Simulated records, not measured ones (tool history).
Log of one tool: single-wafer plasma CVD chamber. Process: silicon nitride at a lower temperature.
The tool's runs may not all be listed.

run,hour,heater temperature setpoint (K),chamber pressure (mTorr),RF power (W),deposition time (s),mean film thickness on the monitor wafer (Å)
1,0.0,613.15,1260,290,17.9,195.09
2,5.1,613.15,1190,285,17.9,188.13
3,11.0,613.15,1120,285,17.9,184.92
4,13.2,613.15,1120,325,17.9,198.47
5,19.9,613.15,1200,325,17.9,205.04
6,28.5,613.15,1130,320,17.9,197.72
7,29.9,613.15,1070,315,17.9,190.99
8,37.4,613.15,1020,310,17.9,186.84
9,41.4,613.15,980,305,17.9,180.97
10,42.3,613.15,940,305,17.9,179.24
11,51.0,613.15,910,305,17.9,174.00
12,56.8,613.15,890,305,17.9,172.23
13,63.6,613.15,880,305,17.9,171.23
14,68.7,613.15,870,305,17.9,169.33

Run 15 comes next. What will it give?
15,71.6,613.15,790,305,17.9,?

mean film thickness on the monitor wafer (Å): 161.47
